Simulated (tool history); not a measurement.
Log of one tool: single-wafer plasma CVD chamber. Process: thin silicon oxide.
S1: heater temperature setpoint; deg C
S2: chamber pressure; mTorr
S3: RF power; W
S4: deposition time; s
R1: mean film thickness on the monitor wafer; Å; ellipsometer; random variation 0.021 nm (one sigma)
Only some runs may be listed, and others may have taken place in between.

Run 1, hour 0: S1 390 deg C, S2 702 mTorr, S3 240 W, S4 7.52 s. Result: R1 113.38 Å.
Run 2, hour 2.2: S1 390 deg C, S2 690 mTorr, S3 240 W, S4 7.52 s. Result: R1 111.86 Å.
Run 3, hour 8.7: S1 390 deg C, S2 690 mTorr, S3 240 W, S4 7.52 s. Result: R1 111.34 Å.
Run 4, hour 9.3: S1 390 deg C, S2 586 mTorr, S3 240 W, S4 7.52 s. Result: R1 95.09 Å.
Run 5, hour 9.9: S1 390 deg C, S2 590 mTorr, S3 240 W, S4 7.52 s. Result: R1 95.779 Å.
Run 6, hour 17.8: S1 390 deg C, S2 594 mTorr, S3 240 W, S4 7.52 s. Result: R1 96.031 Å.

Run 7 has not been measured yet. What should we expect?
Run 7, hour 23.5: S1 390 deg C, S2 597 mTorr, S3 240 W, S4 7.52 s. Result: R1 ?.

{"run 7": {"R1": 97.024}}
